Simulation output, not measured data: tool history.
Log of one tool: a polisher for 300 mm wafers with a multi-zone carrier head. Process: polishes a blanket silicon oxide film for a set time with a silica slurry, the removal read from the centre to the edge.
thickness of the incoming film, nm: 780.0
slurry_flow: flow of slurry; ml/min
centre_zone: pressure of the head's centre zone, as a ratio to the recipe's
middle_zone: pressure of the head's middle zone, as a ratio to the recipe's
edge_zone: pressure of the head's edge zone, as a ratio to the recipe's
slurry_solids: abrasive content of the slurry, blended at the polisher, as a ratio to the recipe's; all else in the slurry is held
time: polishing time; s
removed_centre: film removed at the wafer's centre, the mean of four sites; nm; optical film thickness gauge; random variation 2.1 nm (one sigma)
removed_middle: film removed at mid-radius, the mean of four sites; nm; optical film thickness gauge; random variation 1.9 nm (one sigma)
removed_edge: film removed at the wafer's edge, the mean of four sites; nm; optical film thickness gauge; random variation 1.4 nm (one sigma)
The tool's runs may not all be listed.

{"run": 1, "hour": 0.0, "slurry_flow": 305, "centre_zone": 1.0, "middle_zone": 1.0, "edge_zone": 1.0, "slurry_solids": 1.0, "time": 51, "removed_centre": 234.14, "removed_middle": 227.75, "removed_edge": 231.67}
{"run": 2, "hour": 6.6, "slurry_flow": 305, "centre_zone": 1.0, "middle_zone": 1.0, "edge_zone": 1.0, "slurry_solids": 1.0, "time": 40, "removed_centre": 179.13, "removed_middle": 183.19, "removed_edge": 183.96}
{"run": 3, "hour": 7.2, "slurry_flow": 305, "centre_zone": 1.07, "middle_zone": 1.0, "edge_zone": 1.0, "slurry_solids": 1.0, "time": 40, "removed_centre": 199.53, "removed_middle": 181.58, "removed_edge": 181.7}
{"run": 4, "hour": 9.7, "slurry_flow": 300, "centre_zone": 1.02, "middle_zone": 1.0, "edge_zone": 0.97, "slurry_solids": 0.95, "time": 40, "removed_centre": 180.7, "removed_middle": 176.25, "removed_edge": 174.98}
{"run": 5, "hour": 14.4, "slurry_flow": 245, "centre_zone": 1.02, "middle_zone": 1.0, "edge_zone": 0.97, "slurry_solids": 0.95, "time": 40, "removed_centre": 175.15, "removed_middle": 168.41, "removed_edge": 169.98}
{"run": 6, "hour": 14.9, "slurry_flow": 245, "centre_zone": 1.07, "middle_zone": 1.0, "edge_zone": 0.97, "slurry_solids": 0.95, "time": 40, "removed_centre": 178.5, "removed_middle": 172.33, "removed_edge": 171.82}
{"run": 7, "hour": 17.6, "slurry_flow": 230, "centre_zone": 1.04, "middle_zone": 1.02, "edge_zone": 0.97, "slurry_solids": 0.95, "time": 40, "removed_centre": 171.71, "removed_middle": 174.15, "removed_edge": 170.46}
{"run": 8, "hour": 18.6, "slurry_flow": 220, "centre_zone": 1.02, "middle_zone": 1.03, "edge_zone": 0.97, "slurry_solids": 0.95, "time": 40, "removed_centre": 170.03, "removed_middle": 174.06, "removed_edge": 167.72}

The next listed run, before its measurement:
{"run": 9, "hour": 24.6, "slurry_flow": 210, "centre_zone": 0.99, "middle_zone": 1.04, "edge_zone": 0.98, "slurry_solids": 0.95, "time": 40, "removed_centre": "?", "removed_middle": "?", "removed_edge": "?"}

{"run 9": {"removed_centre": 168.14, "removed_middle": 179.2, "removed_edge": 169.86}}
